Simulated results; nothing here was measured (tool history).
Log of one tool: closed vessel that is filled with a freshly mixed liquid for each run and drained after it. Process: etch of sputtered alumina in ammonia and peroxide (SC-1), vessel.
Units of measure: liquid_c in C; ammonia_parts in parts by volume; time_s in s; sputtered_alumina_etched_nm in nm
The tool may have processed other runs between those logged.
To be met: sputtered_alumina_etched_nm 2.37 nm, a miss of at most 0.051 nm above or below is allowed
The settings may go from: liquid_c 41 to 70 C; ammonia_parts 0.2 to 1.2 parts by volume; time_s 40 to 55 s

run,hour,liquid_c,ammonia_parts,time_s,sputtered_alumina_etched_nm
1,0,57,0.7,55,3.414
2,7,54.5,0.7,55,2.9659
3,10.2,53,0.7,55,2.7529
4,13.6,52,0.7,55,2.6159
5,16.6,52,0.7,55,2.5797
6,17.6,52,0.85,55,2.6458
7,19.2,51.5,0.85,55,2.5468
8,28.5,51.5,0.85,55,2.5852
9,31.1,49.5,0.85,55,2.3072

Below are 4 possible settings for the next run. Only one of them brings all results inside the allowed miss of their targets. Which is it?
A,33.7,50,0.45,55,?
B,33.7,51.5,0.9,50,?
C,33.7,48.5,1.05,55,?
D,33.7,49,0.95,55,?

move,sputtered_alumina_etched_nm
A,2.2203
B,2.3398
C,2.2148
D,2.2555
A: the biggest miss grows against the last run
B: meets every target
C: the biggest miss grows against the last run
D: the biggest miss grows against the last run
Correct choice: B, which meets every target

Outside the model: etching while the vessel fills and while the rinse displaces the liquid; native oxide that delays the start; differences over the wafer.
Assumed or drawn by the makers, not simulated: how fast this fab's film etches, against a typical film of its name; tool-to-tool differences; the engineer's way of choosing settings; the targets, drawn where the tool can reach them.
